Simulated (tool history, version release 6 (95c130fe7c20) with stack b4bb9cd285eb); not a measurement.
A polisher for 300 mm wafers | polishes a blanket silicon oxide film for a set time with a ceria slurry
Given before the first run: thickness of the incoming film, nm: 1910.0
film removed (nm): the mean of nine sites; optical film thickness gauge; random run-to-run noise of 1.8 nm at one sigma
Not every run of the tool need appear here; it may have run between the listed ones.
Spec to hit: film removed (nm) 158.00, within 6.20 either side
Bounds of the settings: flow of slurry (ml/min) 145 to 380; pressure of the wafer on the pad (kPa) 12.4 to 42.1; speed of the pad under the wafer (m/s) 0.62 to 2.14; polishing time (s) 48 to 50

run	hour	flow of slurry (ml/min)	pressure of the wafer on the pad (kPa)	speed of the pad under the wafer (m/s)	polishing time (s)	film removed (nm)
1	0.0	245	26.9	1.38	48	335.50
2	6.0	245	22.1	1.28	48	257.89
3	11.6	245	22.1	1.06	48	215.94
4	14.4	245	22.1	1.32	48	269.55
5	20.1	245	22.1	1.18	48	244.65
6	26.7	245	18.6	1.14	48	203.17
7	29.2	245	16.5	1.14	48	187.78
8	37.8	245	15.2	1.14	48	174.14
9	41.3	245	14.5	1.14	48	164.52

4 candidate next runs follow, results not yet known. Just one meets every target within its allowed miss. Identify it.
A	44.8	195	17.9	1.00	50	?
B	44.8	210	24.1	0.72	48	?
C	44.8	255	12.4	1.40	48	?
D	44.8	280	17.2	1.04	48	?

move	film removed (nm)
A	173.29
B	157.50
C	177.95
D	174.27
A: misses by more than the last run did
B: meets every target
C: misses by more than the last run did
D: misses by more than the last run did
Go with B: it meets all targets.
